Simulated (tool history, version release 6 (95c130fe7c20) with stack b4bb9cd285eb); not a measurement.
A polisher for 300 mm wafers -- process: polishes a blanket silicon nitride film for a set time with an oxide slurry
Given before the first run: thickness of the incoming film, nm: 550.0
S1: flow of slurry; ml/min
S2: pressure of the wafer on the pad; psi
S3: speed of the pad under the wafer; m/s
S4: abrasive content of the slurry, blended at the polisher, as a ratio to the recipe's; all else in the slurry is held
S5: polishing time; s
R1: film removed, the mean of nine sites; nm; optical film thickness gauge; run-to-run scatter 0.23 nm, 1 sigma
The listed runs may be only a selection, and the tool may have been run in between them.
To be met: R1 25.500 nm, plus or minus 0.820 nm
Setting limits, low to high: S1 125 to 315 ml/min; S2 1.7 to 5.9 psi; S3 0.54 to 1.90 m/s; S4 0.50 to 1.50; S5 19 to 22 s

{"run": 1, "hour": 0.0, "S1": 205, "S2": 3.8, "S3": 1.22, "S4": 1.0, "S5": 22, "R1": 15.638}
{"run": 2, "hour": 2.2, "S1": 205, "S2": 3.8, "S3": 1.22, "S4": 1.1, "S5": 22, "R1": 15.986}
{"run": 3, "hour": 9.7, "S1": 210, "S2": 4.3, "S3": 1.22, "S4": 1.1, "S5": 22, "R1": 18.256}
{"run": 4, "hour": 17.8, "S1": 210, "S2": 4.3, "S3": 0.96, "S4": 1.1, "S5": 22, "R1": 15.147}
{"run": 5, "hour": 20.1, "S1": 215, "S2": 4.8, "S3": 1.0, "S4": 1.1, "S5": 22, "R1": 17.317}
{"run": 6, "hour": 26.5, "S1": 215, "S2": 5.1, "S3": 1.06, "S4": 1.1, "S5": 22, "R1": 19.784}
{"run": 7, "hour": 29.7, "S1": 215, "S2": 5.4, "S3": 1.08, "S4": 1.1, "S5": 22, "R1": 20.805}
{"run": 8, "hour": 38.5, "S1": 220, "S2": 5.6, "S3": 1.12, "S4": 1.1, "S5": 22, "R1": 22.296}
{"run": 9, "hour": 40.7, "S1": 220, "S2": 5.7, "S3": 1.16, "S4": 1.1, "S5": 22, "R1": 22.814}
{"run": 10, "hour": 46.9, "S1": 220, "S2": 5.8, "S3": 1.2, "S4": 1.1, "S5": 22, "R1": 24.316}

Next run, 5 choices. One meets every target within its allowed miss, the rest don't. Which?
{"run": "A", "hour": 53.1, "S1": 190, "S2": 5.8, "S3": 1.1, "S4": 1.2, "S5": 21, "R1": "?"}
{"run": "B", "hour": 53.1, "S1": 205, "S2": 5.9, "S3": 1.1, "S4": 1.2, "S5": 22, "R1": "?"}
{"run": "C", "hour": 53.1, "S1": 190, "S2": 5.9, "S3": 1.36, "S4": 1.1, "S5": 21, "R1": "?"}
{"run": "D", "hour": 53.1, "S1": 220, "S2": 5.4, "S3": 1.42, "S4": 0.95, "S5": 21, "R1": "?"}
{"run": "E", "hour": 53.1, "S1": 235, "S2": 5.5, "S3": 1.3, "S4": 1.2, "S5": 20, "R1": "?"}

move=A R1=22.038
move=B R1=23.691
move=C R1=25.723
move=D R1=23.555
move=E R1=23.300
A: further off than the last run
B: further off than the last run
C: each result inside its tolerance
D: further off than the last run
E: further off than the last run
Go with C: it meets all targets.

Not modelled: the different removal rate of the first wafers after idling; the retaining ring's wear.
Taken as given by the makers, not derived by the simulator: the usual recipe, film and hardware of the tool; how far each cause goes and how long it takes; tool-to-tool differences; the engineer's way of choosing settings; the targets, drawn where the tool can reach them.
